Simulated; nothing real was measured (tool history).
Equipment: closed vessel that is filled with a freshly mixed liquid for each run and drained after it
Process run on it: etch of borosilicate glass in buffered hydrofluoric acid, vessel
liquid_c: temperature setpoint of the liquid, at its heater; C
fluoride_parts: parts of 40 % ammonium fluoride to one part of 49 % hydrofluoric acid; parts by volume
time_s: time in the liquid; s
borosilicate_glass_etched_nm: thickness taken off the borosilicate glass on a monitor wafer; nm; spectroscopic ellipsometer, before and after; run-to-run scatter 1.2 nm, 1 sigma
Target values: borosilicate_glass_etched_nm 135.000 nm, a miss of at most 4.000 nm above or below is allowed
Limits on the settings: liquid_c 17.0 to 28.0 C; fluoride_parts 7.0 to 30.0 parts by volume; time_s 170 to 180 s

run	day	liquid_c	fluoride_parts	time_s	borosilicate_glass_etched_nm
1	0.000	20.0	20.0	170	91.432
2	0.242	21.5	20.0	170	100.310
3	0.375	21.5	20.0	170	98.188
4	0.412	23.0	20.0	170	108.970
5	0.767	23.0	20.0	170	108.140
6	0.950	23.0	14.5	170	149.750
7	1.183	22.5	14.5	170	146.680
8	1.204	22.0	14.5	170	138.770
9	1.242	22.0	14.5	170	140.710

4 next moves are on the table. One of them brings every result within its allowed miss. Which?
A	1.279	24.0	15.0	170	?
B	1.279	22.0	14.5	180	?
C	1.279	18.0	12.0	170	?
D	1.279	20.0	15.0	180	?

move	borosilicate_glass_etched_nm
A	151.110
B	148.540
C	135.850
D	128.780
A: its largest miss is bigger than the last run's
B: its largest miss is bigger than the last run's
C: every result lands within tolerance
D: takes the biggest miss from the last run beyond its target
So the answer is move C, the one that meets all the targets.
